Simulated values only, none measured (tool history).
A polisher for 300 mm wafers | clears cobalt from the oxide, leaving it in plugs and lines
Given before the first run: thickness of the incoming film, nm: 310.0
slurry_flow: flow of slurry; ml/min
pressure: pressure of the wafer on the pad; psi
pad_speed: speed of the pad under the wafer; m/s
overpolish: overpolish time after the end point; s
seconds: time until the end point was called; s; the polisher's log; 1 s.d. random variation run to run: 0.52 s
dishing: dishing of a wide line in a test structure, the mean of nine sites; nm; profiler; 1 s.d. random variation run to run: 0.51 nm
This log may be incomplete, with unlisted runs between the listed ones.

run    day  slurry_flow  pressure  pad_speed  overpolish  seconds  dishing
  1      0          230       2.2          1          16   72.252   43.147
  2  0.279          230       1.7          1          16   83.401   38.694
  3  0.496          230       2.2          1          16   74.598   43.284
  4  0.788          230       2.3          1          15   70.533   42.688
  5  0.975          230       2.7          1          15   63.507   45.081
  6  1.229          230       2.8          1          15   62.292   45.464
  7  1.338          230       2.9          1          15   60.715   45.933

The next listed run, before its measurement:
     1.496  -- slurry nozzle cleaned
  8  1.496          230         3          1          15        ?        ?

seconds: 56.093 s
dishing: 47.824 nm

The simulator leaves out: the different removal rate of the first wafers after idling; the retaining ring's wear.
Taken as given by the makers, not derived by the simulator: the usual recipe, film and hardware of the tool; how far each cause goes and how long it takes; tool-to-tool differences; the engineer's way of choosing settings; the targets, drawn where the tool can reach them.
